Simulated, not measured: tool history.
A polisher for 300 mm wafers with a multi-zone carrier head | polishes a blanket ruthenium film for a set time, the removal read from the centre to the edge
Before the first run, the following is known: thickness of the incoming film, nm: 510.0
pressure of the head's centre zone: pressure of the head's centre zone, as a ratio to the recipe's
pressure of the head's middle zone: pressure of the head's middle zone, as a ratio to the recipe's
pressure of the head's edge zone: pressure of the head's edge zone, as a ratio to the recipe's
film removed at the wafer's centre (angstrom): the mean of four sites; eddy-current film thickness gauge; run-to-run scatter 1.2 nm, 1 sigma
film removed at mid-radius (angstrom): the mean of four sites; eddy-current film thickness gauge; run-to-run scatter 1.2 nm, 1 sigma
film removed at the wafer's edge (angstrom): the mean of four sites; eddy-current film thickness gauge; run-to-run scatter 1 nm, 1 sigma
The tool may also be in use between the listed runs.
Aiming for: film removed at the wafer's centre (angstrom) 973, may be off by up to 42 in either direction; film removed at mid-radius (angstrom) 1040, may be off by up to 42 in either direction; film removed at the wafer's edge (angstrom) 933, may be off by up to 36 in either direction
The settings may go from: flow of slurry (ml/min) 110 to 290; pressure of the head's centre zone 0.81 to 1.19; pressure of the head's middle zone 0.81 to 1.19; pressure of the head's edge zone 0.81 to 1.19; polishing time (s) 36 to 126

run  hour  flow of slurry (ml/min)  pressure of the head's centre zone  pressure of the head's middle zone  pressure of the head's edge zone  polishing time (s)  film removed at the wafer's centre (angstrom)  film removed at mid-radius (angstrom)  film removed at the wafer's edge (angstrom)
  1     0                      185                                   1                                   1                                 1                  81                                         1122.1                                 1154.1                                       1140.7
  2   2.2                      185                                   1                                   1                              1.04                  81                                         1146.9                                 1156.6                                       1147.8
  3   7.6                      160                                   1                                   1                              1.04                  81                                         1090.2                                 1115.3                                       1143.5
  4  14.7                      200                                   1                                   1                              1.04                  81                                         1156.3                                 1154.1                                         1151
  5  22.3                      200                                   1                                   1                              0.97                  81                                         1161.3                                 1199.7                                       1141.4
  6  26.5                      200                                1.09                                   1                              0.97                  81                                         1245.4                                 1142.4                                       1144.3
  7  35.4                      200                                1.08                                1.01                              0.96                  78                                         1187.6                                 1158.9                                       1083.6
  8  43.3                      195                                1.07                                1.01                              0.95                  76                                         1127.2                                   1122                                       1056.4
  9  45.2                      165                                1.03                                1.03                              0.85                  69                                         965.09                                 1016.2                                       884.96
 10  51.4                      165                                1.03                                1.03                              0.86                  69                                         966.71                                  999.8                                       885.65

Of the 5 settings listed for the next run, only one would bring every result within its allowed miss of target. Which one?
  A  57.6                      165                                0.99                                1.03                              0.87                  72                                              ?                                      ?                                            ?
  B  57.6                      145                                1.06                                   1                              0.81                  76                                              ?                                      ?                                            ?
  C  57.6                      180                                0.96                                1.13                              0.86                  65                                              ?                                      ?                                            ?
  D  57.6                      200                                0.95                                0.88                              0.97                  73                                              ?                                      ?                                            ?
  E  57.6                      200                                1.19                                1.01                              0.84                  64                                              ?                                      ?                                            ?

move  film removed at the wafer's centre (angstrom)  film removed at mid-radius (angstrom)  film removed at the wafer's edge (angstrom)
   A                                         981.86                                 1032.3                                       936.03
   B                                         1076.3                                 1033.9                                       938.99
   C                                         875.72                                 1025.3                                       849.45
   D                                         990.71                                 948.81                                       1025.1
   E                                         1090.8                                  932.4                                       839.71
A: all results in spec
B: puts the biggest miss on target and leaves a different result outside tolerance
C: misses by more than the last run did
D: moves the result that the last run missed by most past its target, out the other side
E: misses by more than the last run did
The move that meets every target is A.
